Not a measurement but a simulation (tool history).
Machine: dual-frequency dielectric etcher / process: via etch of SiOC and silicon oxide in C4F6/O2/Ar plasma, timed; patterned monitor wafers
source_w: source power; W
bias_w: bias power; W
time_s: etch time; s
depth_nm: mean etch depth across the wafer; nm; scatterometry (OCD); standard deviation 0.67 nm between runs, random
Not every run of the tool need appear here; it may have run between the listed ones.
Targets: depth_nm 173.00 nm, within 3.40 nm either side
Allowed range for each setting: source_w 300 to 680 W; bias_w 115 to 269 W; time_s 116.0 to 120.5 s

run 1 hour=0.0 | source_w=490 bias_w=192 time_s=116.0 | depth_nm=153.13
run 2 hour=3.5 | source_w=440 bias_w=192 time_s=116.0 | depth_nm=147.31
run 3 hour=8.0 | source_w=440 bias_w=192 time_s=116.0 | depth_nm=148.36
run 4 hour=10.3 | source_w=480 bias_w=192 time_s=116.0 | depth_nm=150.91
run 5 hour=11.0 | source_w=510 bias_w=197 time_s=116.0 | depth_nm=156.06
run 6 hour=12.6 | source_w=510 bias_w=222 time_s=116.0 | depth_nm=161.73
run 7 hour=19.8 | source_w=530 bias_w=224 time_s=116.0 | depth_nm=164.69
run 8 hour=27.7 | source_w=540 bias_w=225 time_s=116.0 | depth_nm=165.45

Pick the move, out of 4, that brings all results within their allowed miss; only one does.
run A hour=35.6 | source_w=530 bias_w=238 time_s=119.5 | depth_nm=?
run B hour=35.6 | source_w=480 bias_w=215 time_s=116.5 | depth_nm=?
run C hour=35.6 | source_w=550 bias_w=256 time_s=120.5 | depth_nm=?
run D hour=35.6 | source_w=510 bias_w=208 time_s=119.0 | depth_nm=?

move=A depth_nm=172.86
move=B depth_nm=158.39
move=C depth_nm=180.44
move=D depth_nm=163.13
A: meets every target
B: further off than the last run
C: takes the result that was furthest off past its target
D: further off than the last run
The right move is A.
